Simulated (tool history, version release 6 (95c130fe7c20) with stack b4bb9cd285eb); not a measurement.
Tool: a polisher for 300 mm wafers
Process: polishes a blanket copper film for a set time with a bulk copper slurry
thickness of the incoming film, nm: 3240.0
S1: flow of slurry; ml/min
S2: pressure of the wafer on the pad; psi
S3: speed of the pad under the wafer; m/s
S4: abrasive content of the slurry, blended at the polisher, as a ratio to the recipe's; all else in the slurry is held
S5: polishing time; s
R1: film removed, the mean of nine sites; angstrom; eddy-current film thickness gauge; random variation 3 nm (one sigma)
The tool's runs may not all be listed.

Run 1, day 0.000: S1 205 ml/min, S2 2.1 psi, S3 1.00 m/s, S4 1.0, S5 40 s. Result: R1 2822.5 angstrom.
Run 2, day 0.192: S1 205 ml/min, S2 2.5 psi, S3 1.00 m/s, S4 1.0, S5 40 s. Result: R1 3255.9 angstrom.
Run 3, day 0.392: S1 205 ml/min, S2 2.5 psi, S3 1.00 m/s, S4 1.0, S5 40 s. Result: R1 3254.4 angstrom.
Run 4, day 0.767: S1 205 ml/min, S2 2.8 psi, S3 1.00 m/s, S4 1.0, S5 40 s. Result: R1 3629.2 angstrom.
Run 5, day 0.804: S1 205 ml/min, S2 2.5 psi, S3 1.00 m/s, S4 1.0, S5 40 s. Result: R1 3265.9 angstrom.
Run 6, day 1.138: S1 210 ml/min, S2 2.6 psi, S3 1.00 m/s, S4 1.0, S5 40 s. Result: R1 3389.6 angstrom.
Run 7, day 1.488: S1 210 ml/min, S2 2.6 psi, S3 1.00 m/s, S4 1.0, S5 40 s. Result: R1 3339.2 angstrom.

The next listed run, before its measurement:
Run 8, day 1.546: S1 235 ml/min, S2 3.0 psi, S3 1.00 m/s, S4 1.0, S5 40 s. Result: R1 ?.

{"run 8": {"R1": 3829.7}}
